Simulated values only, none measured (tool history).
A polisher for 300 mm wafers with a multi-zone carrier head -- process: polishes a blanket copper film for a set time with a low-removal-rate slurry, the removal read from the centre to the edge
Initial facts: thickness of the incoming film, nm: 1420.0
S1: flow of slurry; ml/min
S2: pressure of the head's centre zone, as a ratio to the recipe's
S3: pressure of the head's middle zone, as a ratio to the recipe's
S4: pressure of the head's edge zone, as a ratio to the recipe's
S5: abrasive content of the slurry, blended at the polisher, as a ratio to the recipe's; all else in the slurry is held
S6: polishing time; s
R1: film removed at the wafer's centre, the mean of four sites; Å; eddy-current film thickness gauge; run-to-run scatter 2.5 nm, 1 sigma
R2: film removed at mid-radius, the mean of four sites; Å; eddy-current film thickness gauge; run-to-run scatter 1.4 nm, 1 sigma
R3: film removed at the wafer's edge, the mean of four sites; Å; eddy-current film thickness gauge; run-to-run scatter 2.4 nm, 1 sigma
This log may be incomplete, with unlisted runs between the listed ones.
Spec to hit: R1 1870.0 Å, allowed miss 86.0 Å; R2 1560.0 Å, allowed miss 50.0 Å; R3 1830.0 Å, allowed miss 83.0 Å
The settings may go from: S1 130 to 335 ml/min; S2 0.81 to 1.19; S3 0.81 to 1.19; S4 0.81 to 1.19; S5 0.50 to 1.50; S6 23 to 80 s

{"run": 1, "hour": 0.0, "S1": 215, "S2": 1.0, "S3": 1.0, "S4": 1.0, "S5": 1.0, "S6": 51, "R1": 1997.2, "R2": 1985.8, "R3": 2007.9}
{"run": 2, "hour": 1.9, "S1": 185, "S2": 1.0, "S3": 1.0, "S4": 1.0, "S5": 1.0, "S6": 51, "R1": 1916.8, "R2": 1925.5, "R3": 1960.4}
{"run": 3, "hour": 7.7, "S1": 180, "S2": 1.01, "S3": 0.96, "S4": 0.99, "S5": 0.95, "S6": 51, "R1": 1896.8, "R2": 1839.8, "R3": 1916.4}
{"run": 4, "hour": 9.8, "S1": 175, "S2": 1.02, "S3": 0.93, "S4": 0.99, "S5": 0.95, "S6": 51, "R1": 1927.9, "R2": 1798.6, "R3": 1883.4}
{"run": 5, "hour": 12.4, "S1": 170, "S2": 1.02, "S3": 0.9, "S4": 1.01, "S5": 0.95, "S6": 51, "R1": 1899.3, "R2": 1753.4, "R3": 1907.3}
{"run": 6, "hour": 18.4, "S1": 165, "S2": 1.03, "S3": 0.88, "S4": 1.02, "S5": 0.95, "S6": 51, "R1": 1876.3, "R2": 1721.1, "R3": 1879.6}
{"run": 7, "hour": 25.5, "S1": 160, "S2": 1.05, "S3": 0.86, "S4": 1.04, "S5": 0.9, "S6": 51, "R1": 1900.4, "R2": 1683.1, "R3": 1896.9}
{"run": 8, "hour": 29.6, "S1": 160, "S2": 1.06, "S3": 0.85, "S4": 1.04, "S5": 0.85, "S6": 51, "R1": 1877.7, "R2": 1615.8, "R3": 1853.2}
{"run": 9, "hour": 37.6, "S1": 160, "S2": 1.06, "S3": 0.84, "S4": 1.04, "S5": 0.85, "S6": 51, "R1": 1878.9, "R2": 1633.5, "R3": 1869.1}

Which single option among these 4 for the next run brings every result within its allowed miss of target? Just one does.
{"run": "A", "hour": 45.6, "S1": 180, "S2": 1.08, "S3": 1.0, "S4": 1.06, "S5": 0.8, "S6": 50, "R1": "?", "R2": "?", "R3": "?"}
{"run": "B", "hour": 45.6, "S1": 130, "S2": 1.05, "S3": 0.95, "S4": 1.02, "S5": 1.1, "S6": 49, "R1": "?", "R2": "?", "R3": "?"}
{"run": "C", "hour": 45.6, "S1": 145, "S2": 1.08, "S3": 0.83, "S4": 1.05, "S5": 0.85, "S6": 51, "R1": "?", "R2": "?", "R3": "?"}
{"run": "D", "hour": 45.6, "S1": 140, "S2": 1.03, "S3": 0.96, "S4": 0.9, "S5": 1.05, "S6": 49, "R1": "?", "R2": "?", "R3": "?"}

move=A R1=1927.7 R2=1788.3 R3=1859.2
move=B R1=1877.8 R2=1734.3 R3=1860.2
move=C R1=1912.9 R2=1586.6 R3=1868.8
move=D R1=1861.5 R2=1752.3 R3=1751.2
A: moves away from the targets compared with the last run
B: moves away from the targets compared with the last run
C: every result within its allowed miss
D: moves away from the targets compared with the last run
So the answer is move C, the one that meets all the targets.
